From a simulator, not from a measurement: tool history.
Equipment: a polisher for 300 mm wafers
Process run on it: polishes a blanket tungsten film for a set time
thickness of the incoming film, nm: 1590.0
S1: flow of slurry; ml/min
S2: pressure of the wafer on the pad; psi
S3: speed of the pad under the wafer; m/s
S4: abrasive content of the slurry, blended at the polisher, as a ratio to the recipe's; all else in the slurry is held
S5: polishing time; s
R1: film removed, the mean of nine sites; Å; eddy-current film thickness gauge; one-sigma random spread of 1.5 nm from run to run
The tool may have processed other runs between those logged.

run  hour   S1   S2    S3  S4  S5      R1
  1     0  290  4.3  0.94   1  44  2664.9
  2   2.7  290  4.2  0.94   1  44  2609.4
  3   6.5  290  4.1  0.94   1  44  2553.2
  4  13.3  290    4  0.94   1  44  2483.4
  5  21.7  290  3.9  0.94   1  44  2432.9
  6  28.9  290  3.8  0.94   1  44  2370.2

Run 7, settings as shown, results not yet in. Your forecast:
  7  34.7  290  3.7  0.94   1  44   ?

R1: 2296.9 Å
